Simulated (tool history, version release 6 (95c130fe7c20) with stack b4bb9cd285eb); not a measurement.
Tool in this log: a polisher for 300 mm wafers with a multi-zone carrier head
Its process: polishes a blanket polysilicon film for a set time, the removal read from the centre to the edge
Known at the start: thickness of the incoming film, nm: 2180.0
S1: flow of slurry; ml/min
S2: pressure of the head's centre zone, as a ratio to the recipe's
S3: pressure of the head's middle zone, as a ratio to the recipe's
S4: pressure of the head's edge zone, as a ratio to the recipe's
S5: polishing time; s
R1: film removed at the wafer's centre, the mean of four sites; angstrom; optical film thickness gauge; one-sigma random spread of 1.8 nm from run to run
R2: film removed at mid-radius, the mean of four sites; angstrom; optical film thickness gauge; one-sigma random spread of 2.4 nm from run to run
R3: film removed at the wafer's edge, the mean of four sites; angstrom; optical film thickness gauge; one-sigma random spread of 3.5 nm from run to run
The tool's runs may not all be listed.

{"run": 1, "day": 0.0, "S1": 210, "S2": 1.0, "S3": 1.0, "S4": 1.0, "S5": 42, "R1": 3735.9, "R2": 3765.4, "R3": 3683.2}
{"run": 2, "day": 0.375, "S1": 210, "S2": 1.0, "S3": 1.08, "S4": 1.0, "S5": 42, "R1": 3781.6, "R2": 4014.0, "R3": 3664.0}
{"run": 3, "day": 0.65, "S1": 205, "S2": 0.97, "S3": 1.05, "S4": 0.95, "S5": 39, "R1": 3367.8, "R2": 3520.7, "R3": 3266.0}
{"run": 4, "day": 0.779, "S1": 205, "S2": 0.97, "S3": 1.05, "S4": 0.89, "S5": 39, "R1": 3396.5, "R2": 3603.9, "R3": 3242.3}
{"run": 5, "day": 0.821, "S1": 205, "S2": 0.97, "S3": 0.99, "S4": 0.89, "S5": 39, "R1": 3348.2, "R2": 3368.5, "R3": 3294.1}
{"run": 6, "day": 0.854, "S1": 195, "S2": 0.94, "S3": 1.01, "S4": 0.87, "S5": 37, "R1": 3027.7, "R2": 3214.7, "R3": 3057.9}

Predict the results of run 7:
{"run": 7, "day": 1.125, "S1": 185, "S2": 0.93, "S3": 1.02, "S4": 0.85, "S5": 36, "R1": "?", "R2": "?", "R3": "?"}

Run 7 gave R1 2940.2 angstrom, R2 3178.3 angstrom, R3 2902.1 angstrom.
